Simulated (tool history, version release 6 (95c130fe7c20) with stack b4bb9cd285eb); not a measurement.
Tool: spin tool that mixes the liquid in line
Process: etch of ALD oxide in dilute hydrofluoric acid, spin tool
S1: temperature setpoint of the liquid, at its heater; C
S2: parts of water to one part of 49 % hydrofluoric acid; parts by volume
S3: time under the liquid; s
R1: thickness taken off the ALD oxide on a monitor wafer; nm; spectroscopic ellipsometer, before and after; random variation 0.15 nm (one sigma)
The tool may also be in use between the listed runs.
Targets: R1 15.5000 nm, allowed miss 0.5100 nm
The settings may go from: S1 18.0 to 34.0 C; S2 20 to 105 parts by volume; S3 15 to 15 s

run    day    S1  S2  S3       R1
  1  0.000  26.0  55  15   7.6304
  2  0.067  23.5  55  15   6.8269
  3  0.317  23.5  55  15   6.8089
  4  0.492  23.5  55  15   6.8939
  5  0.729  21.0  55  15   6.1622
  6  0.996  21.0  55  15   6.2616
  7  1.100  22.5  50  15   7.4100
  8  1.138  26.5  35  15  12.8030
  9  1.275  27.0  35  15  12.8970
 10  1.646  27.0  35  15  13.0880

4 next moves are on the table. One of them brings every result within its allowed miss. Which?
  A  2.017  25.5  35  15   ?
  B  2.017  31.5  35  15   ?
  C  2.017  22.0  35  15   ?
  D  2.017  26.5  40  15   ?

move       R1
   A  12.0940
   B  15.4000
   C  10.4500
   D  10.9470
A: further off than the last run
B: meets every target
C: further off than the last run
D: further off than the last run
Move B is the one to make.

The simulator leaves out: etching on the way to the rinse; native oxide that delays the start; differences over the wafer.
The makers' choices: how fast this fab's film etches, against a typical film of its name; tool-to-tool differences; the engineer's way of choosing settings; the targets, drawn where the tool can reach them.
